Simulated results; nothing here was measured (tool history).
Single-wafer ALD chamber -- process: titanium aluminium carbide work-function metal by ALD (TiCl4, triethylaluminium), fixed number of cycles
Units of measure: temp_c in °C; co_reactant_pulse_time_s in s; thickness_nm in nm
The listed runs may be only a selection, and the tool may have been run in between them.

| run | hour | temp_c | co_reactant_pulse_time_s | thickness_nm |
|---|---|---|---|---|
| 1 | 0 | 285 | 14.15 | 1.9632 |
| 2 | 3.9 | 282 | 12.92 | 1.9138 |
| 3 | 6.8 | 279 | 11.86 | 1.8944 |
| 4 | 15.5 | 277 | 10.94 | 1.8302 |
| 5 | 20.7 | 277 | 13.93 | 1.8964 |
| 6 | 23.1 | 277 | 10.13 | 1.8089 |
| 7 | 24.2 | 265 | 5.6 | 0.94258 |
| 8 | 29.7 | 267 | 5.63 | 0.96888 |
| 9 | 31.4 | 269 | 5.66 | 0.98161 |
| 10 | 36.5 | 272 | 5.7 | 1.0085 |
| 11 | 43.1 | 276 | 5.85 | 1.0808 |
| 12 | 48.6 | 280 | 5.93 | 1.148 |
| 13 | 51.9 | 283 | 5.99 | 1.1839 |
| 14 | 58.3 | 286 | 6.05 | 1.221 |
| 15 | 61.9 | 288 | 6.11 | 1.2357 |
| 16 | 64.3 | 290 | 6.18 | 1.2884 |
| 17 | 71.4 | 292 | 6.22 | 1.3124 |

Run 18, settings as shown, results not yet in. Your forecast:
| 18 | 78.8 | 293 | 6.26 | ? |

Logged for run 18: thickness_nm 1.3282 nm.
